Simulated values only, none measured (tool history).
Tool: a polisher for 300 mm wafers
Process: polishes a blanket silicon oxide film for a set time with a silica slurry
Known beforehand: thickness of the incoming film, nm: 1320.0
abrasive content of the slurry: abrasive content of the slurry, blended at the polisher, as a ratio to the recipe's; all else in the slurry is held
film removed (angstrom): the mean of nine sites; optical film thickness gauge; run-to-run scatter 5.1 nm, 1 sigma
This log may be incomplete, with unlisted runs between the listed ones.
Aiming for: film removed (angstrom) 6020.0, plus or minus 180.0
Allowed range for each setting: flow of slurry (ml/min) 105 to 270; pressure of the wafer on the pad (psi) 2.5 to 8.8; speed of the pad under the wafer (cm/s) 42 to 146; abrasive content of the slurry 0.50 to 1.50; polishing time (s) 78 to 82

run  hour  flow of slurry (ml/min)  pressure of the wafer on the pad (psi)  speed of the pad under the wafer (cm/s)  abrasive content of the slurry  polishing time (s)  film removed (angstrom)
  1   0.0                      175                                     5.6                                       94                            1.00                  78                   3052.0
  2   3.4                      175                                     5.6                                       94                            1.10                  78                   3220.9
  3  11.7                      175                                     5.6                                       94                            1.10                  82                   3384.7
  4  19.7                      175                                     5.6                                       78                            1.10                  82                   2946.1
  5  22.2                      180                                     6.3                                       80                            1.10                  82                   3378.3
  6  26.5                      165                                     6.3                                       80                            1.10                  82                   3264.3
  7  31.1                      180                                     6.8                                       82                            1.10                  82                   3754.6
  8  33.4                      190                                     7.2                                       82                            1.10                  82                   3938.1
  9  39.9                      195                                     7.5                                       86                            1.10                  82                   4247.0
 10  41.6                      195                                     7.8                                       90                            1.10                  82                   4572.7
 11  45.2                      200                                     8.0                                       92                            1.10                  82                   4755.2
 12  48.3                      200                                     8.2                                       96                            1.10                  82                   5126.4
 13  53.4                      200                                     8.2                                       96                            1.10                  82                   5086.0
 14  61.6                      200                                     8.3                                       98                            1.10                  82                   5181.9
 15  65.3                      205                                     8.4                                      100                            1.10                  82                   5390.0
 16  68.1                      205                                     8.5                                      102                            1.10                  82                   5524.8

Next run, 4 choices. One meets every target within its allowed miss, the rest don't. Which?
  A  70.9                      210                                     8.8                                      114                            1.20                  80                        ?
  B  70.9                      215                                     8.4                                       98                            1.15                  78                        ?
  C  70.9                      210                                     8.8                                      106                            1.20                  80                        ?
  D  70.9                      175                                     8.3                                      120                            1.25                  82                        ?

move  film removed (angstrom)
   A                   6347.8
   B                   5156.4
   C                   6001.8
   D                   6364.3
A: takes the result that was furthest off past its target
B: further off than the last run
C: all results land within tolerance of their targets
D: takes the result that was furthest off past its target
C meets every target.

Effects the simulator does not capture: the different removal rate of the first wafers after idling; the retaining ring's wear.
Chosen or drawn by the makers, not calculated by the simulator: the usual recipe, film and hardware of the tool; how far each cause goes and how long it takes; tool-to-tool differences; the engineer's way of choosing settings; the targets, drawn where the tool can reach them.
